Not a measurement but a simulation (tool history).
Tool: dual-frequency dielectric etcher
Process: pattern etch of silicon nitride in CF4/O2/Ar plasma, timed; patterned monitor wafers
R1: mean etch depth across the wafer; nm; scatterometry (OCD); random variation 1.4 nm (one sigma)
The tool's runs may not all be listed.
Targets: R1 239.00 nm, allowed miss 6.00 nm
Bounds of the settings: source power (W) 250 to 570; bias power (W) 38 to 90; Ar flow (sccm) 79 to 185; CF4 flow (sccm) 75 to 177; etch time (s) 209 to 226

run 1 day=0.000 | source_power_(W)=410 bias_power_(W)=64 Ar_flow_(sccm)=132 CF4_flow_(sccm)=126 etch_time_(s)=226 | R1=391.65
run 2 day=0.038 | source_power_(W)=390 bias_power_(W)=61 Ar_flow_(sccm)=134 CF4_flow_(sccm)=124 etch_time_(s)=225 | R1=366.78
run 3 day=0.125 | source_power_(W)=330 bias_power_(W)=61 Ar_flow_(sccm)=134 CF4_flow_(sccm)=124 etch_time_(s)=225 | R1=326.35
run 4 day=0.296 | source_power_(W)=320 bias_power_(W)=59 Ar_flow_(sccm)=135 CF4_flow_(sccm)=122 etch_time_(s)=224 | R1=307.50
run 5 day=0.579 | source_power_(W)=310 bias_power_(W)=57 Ar_flow_(sccm)=136 CF4_flow_(sccm)=121 etch_time_(s)=224 | R1=294.48
run 6 day=0.867 | source_power_(W)=300 bias_power_(W)=56 Ar_flow_(sccm)=137 CF4_flow_(sccm)=121 etch_time_(s)=224 | R1=288.75
run 7 day=1.158 | source_power_(W)=290 bias_power_(W)=55 Ar_flow_(sccm)=138 CF4_flow_(sccm)=120 etch_time_(s)=224 | R1=278.06
run 8 day=1.208 | source_power_(W)=290 bias_power_(W)=54 Ar_flow_(sccm)=139 CF4_flow_(sccm)=120 etch_time_(s)=224 | R1=272.50
run 9 day=1.375 | source_power_(W)=290 bias_power_(W)=53 Ar_flow_(sccm)=139 CF4_flow_(sccm)=120 etch_time_(s)=224 | R1=270.38
run 10 day=1.479 | source_power_(W)=290 bias_power_(W)=52 Ar_flow_(sccm)=139 CF4_flow_(sccm)=120 etch_time_(s)=224 | R1=267.33
run 11 day=1.812 | source_power_(W)=270 bias_power_(W)=50 Ar_flow_(sccm)=140 CF4_flow_(sccm)=120 etch_time_(s)=224 | R1=248.90

Which of these 4 next moves meets every target?
run A day=2.146 | source_power_(W)=270 bias_power_(W)=52 Ar_flow_(sccm)=152 CF4_flow_(sccm)=112 etch_time_(s)=226 | R1=?
run B day=2.146 | source_power_(W)=270 bias_power_(W)=50 Ar_flow_(sccm)=158 CF4_flow_(sccm)=116 etch_time_(s)=217 | R1=?
run C day=2.146 | source_power_(W)=320 bias_power_(W)=48 Ar_flow_(sccm)=131 CF4_flow_(sccm)=125 etch_time_(s)=209 | R1=?
run D day=2.146 | source_power_(W)=310 bias_power_(W)=41 Ar_flow_(sccm)=150 CF4_flow_(sccm)=106 etch_time_(s)=211 | R1=?

move=A R1=251.13
move=B R1=235.14
move=C R1=257.22
move=D R1=222.40
A: further off than the last run
B: meets every target
C: further off than the last run
D: takes the result that was furthest off past its target
The right move is B.
